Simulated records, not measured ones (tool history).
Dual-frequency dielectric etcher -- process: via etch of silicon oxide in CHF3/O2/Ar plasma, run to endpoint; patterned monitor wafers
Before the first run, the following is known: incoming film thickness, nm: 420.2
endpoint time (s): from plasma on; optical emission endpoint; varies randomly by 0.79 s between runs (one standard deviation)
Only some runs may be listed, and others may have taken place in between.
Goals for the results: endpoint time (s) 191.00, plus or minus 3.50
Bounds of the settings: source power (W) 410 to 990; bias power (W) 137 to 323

run  hour  source power (W)  bias power (W)  endpoint time (s)
  1   0.0               700             230             166.66
  2   6.4               700             245             163.38
  3   8.9               620             240             175.85
  4  18.0               620             224             179.68
  5  19.8               620             260             170.82
  6  26.3               570             258             181.67
  7  31.1               550             257             183.76
     39.2  -- bias power generator calibrated
  8  39.2               540             256             182.23

Next run, 4 choices. One meets every target within its allowed miss, the rest don't. Which?
  A  47.3               480             260                  ?
  B  47.3               510             255                  ?
  C  47.3               600             240                  ?
  D  47.3               510             229                  ?

move  endpoint time (s)
   A             197.70
   B             191.33
   C             176.97
   D             198.54
A: moves the result that the last run missed by most past its target, out the other side
B: in spec on every target
C: lands further from the targets than the last run did
D: moves the result that the last run missed by most past its target, out the other side
Answer: B
